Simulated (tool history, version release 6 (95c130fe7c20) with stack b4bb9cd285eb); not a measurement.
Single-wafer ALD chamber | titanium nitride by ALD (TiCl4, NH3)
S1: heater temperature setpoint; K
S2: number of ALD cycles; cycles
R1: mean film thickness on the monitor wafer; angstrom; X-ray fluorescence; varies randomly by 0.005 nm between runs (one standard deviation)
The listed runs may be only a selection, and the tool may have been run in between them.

Run 1, hour 0.0: S1 648.15 K, S2 84 cycles, NH3 pulse time (s) 2.01. Result: R1 17.649 angstrom.
Run 2, hour 2.7: S1 644.15 K, S2 84 cycles, NH3 pulse time (s) 1.81. Result: R1 17.344 angstrom.
Run 3, hour 7.6: S1 641.15 K, S2 84 cycles, NH3 pulse time (s) 1.64. Result: R1 17.073 angstrom.
Run 4, hour 14.8: S1 647.15 K, S2 84 cycles, NH3 pulse time (s) 1.64. Result: R1 17.353 angstrom.
Run 5, hour 19.3: S1 643.15 K, S2 84 cycles, NH3 pulse time (s) 1.50. Result: R1 16.998 angstrom.
Run 6, hour 23.9: S1 643.15 K, S2 84 cycles, NH3 pulse time (s) 1.14. Result: R1 16.279 angstrom.
Run 7, hour 27.9: S1 640.15 K, S2 84 cycles, NH3 pulse time (s) 1.08. Result: R1 15.921 angstrom.
Run 8, hour 31.7: S1 637.15 K, S2 84 cycles, NH3 pulse time (s) 1.03. Result: R1 15.586 angstrom.

Run 9 comes next. What will it give?
Run 9, hour 36.2: S1 635.15 K, S2 84 cycles, NH3 pulse time (s) 0.99. Result: R1 ?.

{"run 9": {"R1": 15.223}}
